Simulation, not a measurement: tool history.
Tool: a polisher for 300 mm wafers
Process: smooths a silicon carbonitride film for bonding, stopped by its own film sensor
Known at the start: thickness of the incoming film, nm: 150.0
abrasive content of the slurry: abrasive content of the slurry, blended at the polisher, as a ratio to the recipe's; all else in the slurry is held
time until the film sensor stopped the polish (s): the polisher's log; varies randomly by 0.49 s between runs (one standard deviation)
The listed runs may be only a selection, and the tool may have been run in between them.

run,hour,flow of slurry (ml/min),pressure of the wafer on the pad (kPa),speed of the pad under the wafer (cm/s),abrasive content of the slurry,target thickness at which the film sensor stops the polish (angstrom),time until the film sensor stopped the polish (s)
1,0,220,9,84,1,1360,84.64
2,8.6,220,9,84,1,1350,90.562
3,10.1,220,7.6,84,1,1350,104.84
4,12,220,9,84,1,1350,88.431
5,19,265,9,84,1,1350,87.407
6,24.2,265,9,84,1.2,1350,78.55
7,29,270,9.7,84,1.2,1350,74.452

For run 8, what comes out?
8,34.7,270,10.3,84,1.2,1350,?

time until the film sensor stopped the polish (s): 69.14

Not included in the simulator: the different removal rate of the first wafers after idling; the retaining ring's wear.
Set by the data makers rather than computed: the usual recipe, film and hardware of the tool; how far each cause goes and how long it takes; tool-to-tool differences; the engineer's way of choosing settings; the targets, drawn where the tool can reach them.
